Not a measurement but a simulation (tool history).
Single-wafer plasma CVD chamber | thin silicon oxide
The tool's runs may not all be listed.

run	hour	heater temperature setpoint (deg C)	chamber pressure (Pa)	RF power (kW)	deposition time (s)	mean film thickness on the monitor wafer (angstrom)
1	0.0	390	83.5	0.365	6.77	95.732
2	8.1	390	84.8	0.365	6.77	97.545
3	14.7	390	84.8	0.405	6.77	100.800
4	21.5	390	84.8	0.405	6.44	95.956
5	27.1	400	84.8	0.405	6.44	95.528
6	32.8	400	86.1	0.405	6.44	96.151
7	38.8	399	87.3	0.405	6.44	97.649
8	42.0	398	88.4	0.405	6.44	99.048
9	44.0	398	89.5	0.405	6.44	100.420
10	52.3	398	90.4	0.405	6.44	101.680
11	54.6	398	91.2	0.405	6.44	102.210

The next listed run, before its measurement:
12	61.9	398	92.0	0.405	6.44	?

{"run 12": {"mean film thickness on the monitor wafer (angstrom)": 103.09}}
